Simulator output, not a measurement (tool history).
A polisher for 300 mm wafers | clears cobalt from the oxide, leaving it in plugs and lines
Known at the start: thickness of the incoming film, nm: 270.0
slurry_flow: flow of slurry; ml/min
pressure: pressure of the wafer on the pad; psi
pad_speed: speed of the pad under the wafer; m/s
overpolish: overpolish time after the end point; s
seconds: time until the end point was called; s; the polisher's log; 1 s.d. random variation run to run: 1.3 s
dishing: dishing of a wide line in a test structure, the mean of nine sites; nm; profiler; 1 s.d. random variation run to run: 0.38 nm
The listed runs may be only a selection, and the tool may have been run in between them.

run  hour  slurry_flow  pressure  pad_speed  overpolish  seconds  dishing
  1   0.0          235       1.8       1.06          18   47.962   52.286
  2   6.2          185       1.8       1.06          18   49.655   50.205
  3  12.4          175       1.6       1.04          15   55.771   45.332
  4  18.2          175       1.6       1.16          15   50.413   46.993
  5  19.0          165       1.7       1.00          13   56.740   41.088
  6  22.1          160       1.9       0.88          11   60.099   35.202
  7  23.1          140       2.4       0.58           5   74.914   16.394
  8  25.7          150       2.3       0.62           5   69.940   16.655
  9  29.1          150       2.2       0.66           5   69.418   17.086
 10  36.9          150       2.1       0.74          14   65.976   39.915
 11  43.8          185       2.1       0.70          14   64.707   39.916
 12  44.9          250       1.6       0.52           5  102.970   12.650

Forecast run 13:
 13  50.4          240       1.7       0.54           6        ?        ?

{"run 13": {"seconds": 99.859, "dishing": 15.513}}
